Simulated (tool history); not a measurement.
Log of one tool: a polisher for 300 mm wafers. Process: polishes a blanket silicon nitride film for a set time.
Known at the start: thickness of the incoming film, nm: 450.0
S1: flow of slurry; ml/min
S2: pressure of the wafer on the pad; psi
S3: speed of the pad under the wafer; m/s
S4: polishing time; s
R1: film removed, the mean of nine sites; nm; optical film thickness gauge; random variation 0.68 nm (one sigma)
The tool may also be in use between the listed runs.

run 1 hour=0 | S1=320 S2=2.9 S3=0.94 S4=37 | R1=45.688
run 2 hour=0.7 | S1=320 S2=3 S3=0.94 S4=37 | R1=47.718
run 3 hour=7.7 | S1=320 S2=3 S3=0.94 S4=37 | R1=48.514
run 4 hour=14.4 | S1=320 S2=3.1 S3=0.94 S4=37 | R1=49.184
run 5 hour=17.5 | S1=320 S2=3.1 S3=0.94 S4=34 | R1=45.447
run 6 hour=18.8 | S1=320 S2=3.1 S3=0.72 S4=34 | R1=37.686
run 7 hour=22.8 | S1=320 S2=3.3 S3=0.72 S4=34 | R1=38.74
run 8 hour=31 | S1=320 S2=3.4 S3=0.74 S4=34 | R1=41.677
run 9 hour=39.1 | S1=320 S2=4.2 S3=0.76 S4=34 | R1=51.819

Run 10 comes next. What will it give?
run 10 hour=40.8 | S1=320 S2=4.2 S3=0.78 S4=34 | R1=?

R1: 51.892 nm
